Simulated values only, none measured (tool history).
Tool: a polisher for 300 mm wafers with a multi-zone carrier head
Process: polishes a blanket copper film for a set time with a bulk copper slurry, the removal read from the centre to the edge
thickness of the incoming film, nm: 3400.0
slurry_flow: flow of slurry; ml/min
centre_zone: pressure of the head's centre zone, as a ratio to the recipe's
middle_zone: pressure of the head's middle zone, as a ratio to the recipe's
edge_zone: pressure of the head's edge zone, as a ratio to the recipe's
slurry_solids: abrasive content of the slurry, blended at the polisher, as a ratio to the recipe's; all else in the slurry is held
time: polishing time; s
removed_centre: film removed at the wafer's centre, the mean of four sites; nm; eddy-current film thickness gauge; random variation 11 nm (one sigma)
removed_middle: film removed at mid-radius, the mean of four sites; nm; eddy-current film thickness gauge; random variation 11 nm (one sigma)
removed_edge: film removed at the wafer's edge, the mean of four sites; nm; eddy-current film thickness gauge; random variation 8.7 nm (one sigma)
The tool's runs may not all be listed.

run 1 hour=0.0 | slurry_flow=155 centre_zone=1.00 middle_zone=1.00 edge_zone=1.00 slurry_solids=1.00 time=68 | removed_centre=687.63 removed_middle=697.08 removed_edge=683.54
run 2 hour=3.9 | slurry_flow=160 centre_zone=1.01 middle_zone=1.01 edge_zone=1.01 slurry_solids=1.05 time=69 | removed_centre=705.53 removed_middle=714.79 removed_edge=698.29
run 3 hour=7.3 | slurry_flow=165 centre_zone=1.02 middle_zone=1.02 edge_zone=1.02 slurry_solids=1.10 time=70 | removed_centre=760.23 removed_middle=759.98 removed_edge=735.02
run 4 hour=15.3 | slurry_flow=170 centre_zone=1.02 middle_zone=1.03 edge_zone=1.03 slurry_solids=1.15 time=70 | removed_centre=761.11 removed_middle=771.58 removed_edge=742.20
run 5 hour=20.6 | slurry_flow=170 centre_zone=1.02 middle_zone=0.97 edge_zone=1.03 slurry_solids=1.15 time=70 | removed_centre=760.79 removed_middle=737.63 removed_edge=739.98
run 6 hour=25.1 | slurry_flow=175 centre_zone=1.02 middle_zone=0.98 edge_zone=1.04 slurry_solids=1.20 time=71 | removed_centre=782.49 removed_middle=777.50 removed_edge=782.41

Forecast run 7:
run 7 hour=32.5 | slurry_flow=180 centre_zone=1.03 middle_zone=0.99 edge_zone=1.05 slurry_solids=1.25 time=71 | removed_centre=? removed_middle=? removed_edge=?

{"run 7": {"removed_centre": 812.04, "removed_middle": 787.48, "removed_edge": 789.21}}
